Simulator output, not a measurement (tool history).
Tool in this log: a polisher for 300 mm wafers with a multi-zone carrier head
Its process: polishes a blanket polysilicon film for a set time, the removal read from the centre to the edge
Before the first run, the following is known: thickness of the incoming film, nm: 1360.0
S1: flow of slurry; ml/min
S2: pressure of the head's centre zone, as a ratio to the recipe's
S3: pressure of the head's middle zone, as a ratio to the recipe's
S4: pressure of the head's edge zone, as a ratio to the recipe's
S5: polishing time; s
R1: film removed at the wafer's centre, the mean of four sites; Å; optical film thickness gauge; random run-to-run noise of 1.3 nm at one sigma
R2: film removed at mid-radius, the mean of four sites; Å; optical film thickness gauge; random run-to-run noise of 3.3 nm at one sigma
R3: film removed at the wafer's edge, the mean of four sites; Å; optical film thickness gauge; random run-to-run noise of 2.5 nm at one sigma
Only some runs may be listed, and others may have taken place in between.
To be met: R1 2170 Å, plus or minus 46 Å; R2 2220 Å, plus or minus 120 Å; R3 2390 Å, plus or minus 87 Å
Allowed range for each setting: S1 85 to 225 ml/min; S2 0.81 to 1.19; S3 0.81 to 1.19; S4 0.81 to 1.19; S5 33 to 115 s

{"run": 1, "hour": 0.0, "S1": 145, "S2": 1, "S3": 1, "S4": 1, "S5": 73, "R1": 3992.3, "R2": 4123.1, "R3": 4015.4}
{"run": 2, "hour": 3.4, "S1": 145, "S2": 1, "S3": 1, "S4": 1, "S5": 62, "R1": 3351.1, "R2": 3595.4, "R3": 3354.5}
{"run": 3, "hour": 9.8, "S1": 145, "S2": 1, "S3": 1, "S4": 0.96, "S5": 62, "R1": 3358.5, "R2": 3570.9, "R3": 3325.7}
{"run": 4, "hour": 15.5, "S1": 135, "S2": 0.97, "S3": 0.94, "S4": 0.95, "S5": 57, "R1": 2944.9, "R2": 2969, "R3": 3013.8}
{"run": 5, "hour": 19.4, "S1": 135, "S2": 0.97, "S3": 0.94, "S4": 0.95, "S5": 45, "R1": 2343, "R2": 2379.7, "R3": 2363}
{"run": 6, "hour": 25.0, "S1": 135, "S2": 0.97, "S3": 0.86, "S4": 0.95, "S5": 45, "R1": 2320.1, "R2": 2178.6, "R3": 2344}
{"run": 7, "hour": 29.5, "S1": 125, "S2": 0.96, "S3": 0.87, "S4": 0.97, "S5": 45, "R1": 2269.8, "R2": 2227.1, "R3": 2330.8}
{"run": 8, "hour": 37.1, "S1": 120, "S2": 0.95, "S3": 0.86, "S4": 0.98, "S5": 46, "R1": 2230.6, "R2": 2196.2, "R3": 2435.1}
{"run": 9, "hour": 43.4, "S1": 115, "S2": 0.95, "S3": 0.87, "S4": 0.98, "S5": 46, "R1": 2212.2, "R2": 2205.6, "R3": 2380.8}

Exactly one of the 5 candidate moves below puts every result within its allowed miss. Which one?
{"run": "A", "hour": 49.7, "S1": 115, "S2": 0.99, "S3": 0.94, "S4": 0.93, "S5": 45, "R1": "?", "R2": "?", "R3": "?"}
{"run": "B", "hour": 49.7, "S1": 140, "S2": 1, "S3": 0.89, "S4": 0.9, "S5": 43, "R1": "?", "R2": "?", "R3": "?"}
{"run": "C", "hour": 49.7, "S1": 115, "S2": 0.98, "S3": 0.86, "S4": 0.95, "S5": 46, "R1": "?", "R2": "?", "R3": "?"}
{"run": "D", "hour": 49.7, "S1": 120, "S2": 0.94, "S3": 0.91, "S4": 1.02, "S5": 45, "R1": "?", "R2": "?", "R3": "?"}
{"run": "E", "hour": 49.7, "S1": 160, "S2": 0.96, "S3": 0.9, "S4": 1, "S5": 43, "R1": "?", "R2": "?", "R3": "?"}

move=A R1=2285.5 R2=2241.7 R3=2285
move=B R1=2334.9 R2=2152.5 R3=2229.8
move=C R1=2311.3 R2=2128.6 R3=2361.7
move=D R1=2198.4 R2=2208.3 R3=2408.8
move=E R1=2313.1 R2=2234.8 R3=2391
A: lands further from the targets than the last run did
B: lands further from the targets than the last run did
C: lands further from the targets than the last run did
D: in spec on every target
E: lands further from the targets than the last run did
Go with D: it meets all targets.
